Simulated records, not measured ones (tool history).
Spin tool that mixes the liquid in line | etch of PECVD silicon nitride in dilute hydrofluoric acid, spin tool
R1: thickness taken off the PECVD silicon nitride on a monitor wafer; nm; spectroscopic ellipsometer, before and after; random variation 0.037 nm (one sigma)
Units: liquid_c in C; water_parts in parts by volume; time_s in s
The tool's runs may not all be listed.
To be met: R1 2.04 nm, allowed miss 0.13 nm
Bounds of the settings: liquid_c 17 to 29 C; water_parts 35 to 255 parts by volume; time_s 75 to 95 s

Run 1, hour 0: liquid_c 21 C, water_parts 145 parts by volume, time_s 95 s. Result: R1 1.1223 nm.
Run 2, hour 7.4: liquid_c 21.5 C, water_parts 145 parts by volume, time_s 95 s. Result: R1 1.1468 nm.
Run 3, hour 9.4: liquid_c 21.5 C, water_parts 145 parts by volume, time_s 75 s. Result: R1 0.90313 nm.
Run 4, hour 12.3: liquid_c 22 C, water_parts 135 parts by volume, time_s 75 s. Result: R1 1.0144 nm.
Run 5, hour 18.2: liquid_c 20.5 C, water_parts 135 parts by volume, time_s 75 s. Result: R1 0.87012 nm.
Run 6, hour 26.2: liquid_c 21.5 C, water_parts 135 parts by volume, time_s 75 s. Result: R1 0.96973 nm.
Run 7, hour 32.2: liquid_c 22 C, water_parts 130 parts by volume, time_s 75 s. Result: R1 1.0288 nm.
Run 8, hour 35.8: liquid_c 22.5 C, water_parts 125 parts by volume, time_s 75 s. Result: R1 1.102 nm.
Run 9, hour 38.3: liquid_c 23 C, water_parts 120 parts by volume, time_s 75 s. Result: R1 1.176 nm.
Run 10, hour 45.7: liquid_c 23.5 C, water_parts 115 parts by volume, time_s 75 s. Result: R1 1.2891 nm.
Run 11, hour 52.9: liquid_c 24 C, water_parts 115 parts by volume, time_s 75 s. Result: R1 1.3709 nm.
Run 12, hour 55.5: liquid_c 24.5 C, water_parts 115 parts by volume, time_s 75 s. Result: R1 1.388 nm.
Run 13, hour 62.2: liquid_c 25 C, water_parts 115 parts by volume, time_s 75 s. Result: R1 1.4275 nm.
Run 14, hour 68.4: liquid_c 25.5 C, water_parts 115 parts by volume, time_s 75 s. Result: R1 1.4568 nm.
Run 15, hour 70.5: liquid_c 29 C, water_parts 90 parts by volume, time_s 75 s. Result: R1 2.3475 nm.

Which of these 4 next moves meets every target?
Run A, hour 72.6: liquid_c 26.5 C, water_parts 105 parts by volume, time_s 75 s. Result: R1 ?.
Run B, hour 72.6: liquid_c 28.5 C, water_parts 125 parts by volume, time_s 80 s. Result: R1 ?.
Run C, hour 72.6: liquid_c 29 C, water_parts 110 parts by volume, time_s 80 s. Result: R1 ?.
Run D, hour 72.6: liquid_c 28.5 C, water_parts 130 parts by volume, time_s 85 s. Result: R1 ?.

move      R1
   A   1.696
   B  1.7257
   C  2.0249
   D  1.7627
A: takes the result that was furthest off past its target
B: takes the result that was furthest off past its target
C: meets every target
D: takes the result that was furthest off past its target
Answer: C

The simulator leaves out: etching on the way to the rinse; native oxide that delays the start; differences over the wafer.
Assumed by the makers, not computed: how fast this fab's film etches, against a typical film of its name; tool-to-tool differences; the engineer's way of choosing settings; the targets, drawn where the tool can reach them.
